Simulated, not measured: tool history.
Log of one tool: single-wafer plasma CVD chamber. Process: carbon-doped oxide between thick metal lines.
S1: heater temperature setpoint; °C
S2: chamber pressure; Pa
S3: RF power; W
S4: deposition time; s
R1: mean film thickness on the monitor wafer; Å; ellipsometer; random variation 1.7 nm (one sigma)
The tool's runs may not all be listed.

run	hour	S1	S2	S3	S4	R1
1	0	335	611	405	108	5118.9
2	6.7	333	637	410	108	5233.9
3	13.8	333	637	410	102	4935.4
4	19.2	333	637	385	102	4707
5	23.6	333	683	385	102	4786.8
6	27.2	325	683	385	102	4920.3
7	35.5	324	701	395	102	5054.3
8	38.3	323	717	405	102	5167.4
9	43.4	322	731	415	102	5350

Run 10 comes next. What will it give?
10	49.9	321	744	420	102	?

R1: 5409.8 Å

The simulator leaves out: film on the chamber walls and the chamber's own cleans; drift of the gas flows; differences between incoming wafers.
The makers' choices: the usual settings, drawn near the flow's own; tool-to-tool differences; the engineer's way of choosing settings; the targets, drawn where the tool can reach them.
